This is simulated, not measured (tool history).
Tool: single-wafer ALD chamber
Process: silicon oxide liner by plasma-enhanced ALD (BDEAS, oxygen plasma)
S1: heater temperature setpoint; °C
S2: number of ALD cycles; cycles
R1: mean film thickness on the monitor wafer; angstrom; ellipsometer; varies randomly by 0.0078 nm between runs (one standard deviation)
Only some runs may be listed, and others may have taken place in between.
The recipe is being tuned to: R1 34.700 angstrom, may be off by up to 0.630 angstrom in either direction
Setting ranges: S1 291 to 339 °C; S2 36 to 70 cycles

| run | hour | S1 | S2 | R1 |
|---|---|---|---|---|
| 1 | 0.0 | 315 | 53 | 43.833 |
| 2 | 7.7 | 315 | 51 | 42.134 |
| 3 | 10.1 | 315 | 50 | 41.281 |
| 4 | 14.7 | 325 | 50 | 40.797 |
| 5 | 19.6 | 336 | 50 | 39.945 |
| 6 | 23.3 | 336 | 49 | 39.198 |
| 7 | 25.3 | 336 | 48 | 38.498 |
| 8 | 28.3 | 336 | 47 | 37.770 |
| 9 | 35.8 | 336 | 46 | 36.995 |

Of the 4 settings listed for the next run, only one would bring every result within its allowed miss of target. Which one?
| A | 43.3 | 331 | 43 | ? |
| B | 43.3 | 335 | 47 | ? |
| C | 43.3 | 339 | 52 | ? |
| D | 43.3 | 336 | 49 | ? |

| move | R1 |
|---|---|
| A | 34.643 |
| B | 37.642 |
| C | 41.399 |
| D | 39.185 |
A: hits every target within its allowed miss
B: further off than the last run
C: further off than the last run
D: further off than the last run
Move A is the one to make.
